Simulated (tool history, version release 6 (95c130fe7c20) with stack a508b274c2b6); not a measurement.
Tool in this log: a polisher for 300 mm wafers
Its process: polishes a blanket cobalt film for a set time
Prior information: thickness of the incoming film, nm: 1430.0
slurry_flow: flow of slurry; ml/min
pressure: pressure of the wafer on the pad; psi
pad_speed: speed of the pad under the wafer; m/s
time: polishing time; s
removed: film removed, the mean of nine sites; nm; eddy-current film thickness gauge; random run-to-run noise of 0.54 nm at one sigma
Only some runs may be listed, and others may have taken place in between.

run    day  slurry_flow  pressure  pad_speed  time  removed
  1  0.000          185       2.2       0.92    26  133.730
  2  0.250          180       2.0       0.92    26  122.460
  3  0.379          175       1.8       0.92    26  110.190
  4  0.525          175       1.8       0.92    26  110.230
  5  0.575          170       1.6       0.92    26   97.246
  6  0.812          165       1.5       0.92    26   91.133
  7  1.183          165       1.5       0.92    26   92.232
  8  1.546          140       1.1       0.92    26   65.987
  9  1.717          150       1.1       0.92    26   66.936
 10  2.004          200       1.3       0.92    26   81.441
 11  2.375          195       1.3       0.92    26   80.048
 12  2.450          170       1.3       0.92    26   79.035

Run 13, settings as shown, results not yet in. Your forecast:
 13  2.629          165       1.3       0.92    26        ?

removed: 79.229 nm

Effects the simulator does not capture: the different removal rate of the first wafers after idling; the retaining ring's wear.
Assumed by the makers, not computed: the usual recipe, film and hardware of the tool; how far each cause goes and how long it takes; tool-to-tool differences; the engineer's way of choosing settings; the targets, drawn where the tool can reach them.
